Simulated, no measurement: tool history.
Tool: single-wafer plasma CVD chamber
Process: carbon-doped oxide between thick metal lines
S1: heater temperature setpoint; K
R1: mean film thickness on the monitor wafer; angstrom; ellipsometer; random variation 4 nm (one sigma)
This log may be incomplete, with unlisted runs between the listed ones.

run 1 hour=0 | S1=643.15 chamber_pressure_(mTorr)=3800 RF_power_(kW)=0.53 deposition_time_(s)=174 | R1=8229.5
run 2 hour=1.2 | S1=643.15 chamber_pressure_(mTorr)=3800 RF_power_(kW)=0.53 deposition_time_(s)=180 | R1=8580.6
run 3 hour=4.8 | S1=643.15 chamber_pressure_(mTorr)=4450 RF_power_(kW)=0.53 deposition_time_(s)=180 | R1=8731.4
run 4 hour=7.1 | S1=643.15 chamber_pressure_(mTorr)=4450 RF_power_(kW)=0.53 deposition_time_(s)=180 | R1=8771.2
run 5 hour=15.2 | S1=644.15 chamber_pressure_(mTorr)=4330 RF_power_(kW)=0.505 deposition_time_(s)=179 | R1=8290.1
run 6 hour=22.9 | S1=644.15 chamber_pressure_(mTorr)=3760 RF_power_(kW)=0.505 deposition_time_(s)=179 | R1=8179.5
run 7 hour=29.5 | S1=645.15 chamber_pressure_(mTorr)=3670 RF_power_(kW)=0.49 deposition_time_(s)=179 | R1=7781.9
run 8 hour=36.8 | S1=647.15 chamber_pressure_(mTorr)=3540 RF_power_(kW)=0.485 deposition_time_(s)=179 | R1=7752.7
run 9 hour=42.2 | S1=648.15 chamber_pressure_(mTorr)=3440 RF_power_(kW)=0.475 deposition_time_(s)=179 | R1=7589.7
run 10 hour=44.2 | S1=649.15 chamber_pressure_(mTorr)=3340 RF_power_(kW)=0.47 deposition_time_(s)=179 | R1=7418.7

Forecast run 11:
run 11 hour=47.6 | S1=650.15 chamber_pressure_(mTorr)=3250 RF_power_(kW)=0.465 deposition_time_(s)=179 | R1=?

Run 11 yielded R1 7331.5 angstrom.

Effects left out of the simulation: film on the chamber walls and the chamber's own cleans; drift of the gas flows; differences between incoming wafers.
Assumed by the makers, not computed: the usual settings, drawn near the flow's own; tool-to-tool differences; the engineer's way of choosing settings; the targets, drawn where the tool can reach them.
